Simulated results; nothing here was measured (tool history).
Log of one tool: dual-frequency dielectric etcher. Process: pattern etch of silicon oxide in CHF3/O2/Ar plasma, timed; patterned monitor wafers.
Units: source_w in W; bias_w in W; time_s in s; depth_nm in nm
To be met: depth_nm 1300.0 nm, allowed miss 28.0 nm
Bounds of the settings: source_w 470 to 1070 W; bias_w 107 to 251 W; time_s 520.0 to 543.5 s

run	day	source_w	bias_w	time_s	depth_nm
1	0.000	770	179	520.0	1115.0
2	0.188	800	181	520.5	1138.3
3	0.212	800	153	520.5	1111.4
4	0.275	830	156	521.5	1123.9
5	0.429	860	160	523.5	1152.9
6	0.775	880	163	524.5	1184.5
7	0.796	900	164	524.5	1199.1
8	0.950	920	165	524.5	1200.9
9	1.038	940	167	525.0	1219.7
10	1.262	950	168	525.5	1225.2
11	1.458	960	169	526.0	1233.4
12	1.633	970	170	526.5	1231.8

Which of these 4 next moves meets every target?
A	1.808	820	146	538.5	?
B	1.808	950	182	525.0	?
C	1.808	1020	162	542.5	?
D	1.808	820	200	520.0	?

move	depth_nm
A	1145.9
B	1249.5
C	1300.6
D	1183.0
A: further off than the last run
B: nearer than the last run, and not there yet
C: meets every target
D: further off than the last run
Answer: C

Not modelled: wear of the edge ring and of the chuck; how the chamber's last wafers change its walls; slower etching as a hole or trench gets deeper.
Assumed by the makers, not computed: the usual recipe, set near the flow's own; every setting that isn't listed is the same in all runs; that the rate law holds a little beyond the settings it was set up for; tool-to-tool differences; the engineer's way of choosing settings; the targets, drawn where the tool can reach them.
